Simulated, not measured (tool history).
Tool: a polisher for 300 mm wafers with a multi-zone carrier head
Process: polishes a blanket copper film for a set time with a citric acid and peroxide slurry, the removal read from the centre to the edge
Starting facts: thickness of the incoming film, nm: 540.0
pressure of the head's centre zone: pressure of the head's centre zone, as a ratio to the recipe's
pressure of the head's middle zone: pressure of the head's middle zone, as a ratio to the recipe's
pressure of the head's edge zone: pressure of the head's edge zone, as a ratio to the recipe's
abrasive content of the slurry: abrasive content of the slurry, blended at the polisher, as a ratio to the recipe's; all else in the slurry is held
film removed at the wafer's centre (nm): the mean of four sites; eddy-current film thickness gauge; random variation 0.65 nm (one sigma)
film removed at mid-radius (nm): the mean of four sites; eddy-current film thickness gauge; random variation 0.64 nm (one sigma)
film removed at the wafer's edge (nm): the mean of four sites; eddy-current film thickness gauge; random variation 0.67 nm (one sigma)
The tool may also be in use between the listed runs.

run	day	flow of slurry (ml/min)	pressure of the head's centre zone	pressure of the head's middle zone	pressure of the head's edge zone	abrasive content of the slurry	polishing time (s)	film removed at the wafer's centre (nm)	film removed at mid-radius (nm)	film removed at the wafer's edge (nm)
1	0	300	1	1	1	1	31	94.846	96.887	94.518
2	0.288	300	1	1	1	1	28	84.717	89.065	85.938
3	0.425	295	1.05	0.95	0.97	0.85	24	72.536	68.591	70.235
4	0.5	295	1.05	0.95	0.97	0.85	17	52.661	47.329	49.753
5	0.733	295	1.05	0.95	0.97	0.85	20	61.527	56.736	58.307
6	0.938	300	1.08	0.94	0.95	0.75	19	57.672	52.89	52.715
7	0.971	300	1.1	0.91	0.94	0.7	19	56.508	49.725	52.131
8	1.108	300	1.12	0.9	0.92	0.7	19	57.469	50.445	50.152

Run 9, settings as shown, results not yet in. Your forecast:
9	1.192	300	1.12	0.9	0.92	0.7	19	?	?	?

{"run 9": {"film removed at the wafer's centre (nm)": 58.84, "film removed at mid-radius (nm)": 50.836, "film removed at the wafer's edge (nm)": 50.637}}

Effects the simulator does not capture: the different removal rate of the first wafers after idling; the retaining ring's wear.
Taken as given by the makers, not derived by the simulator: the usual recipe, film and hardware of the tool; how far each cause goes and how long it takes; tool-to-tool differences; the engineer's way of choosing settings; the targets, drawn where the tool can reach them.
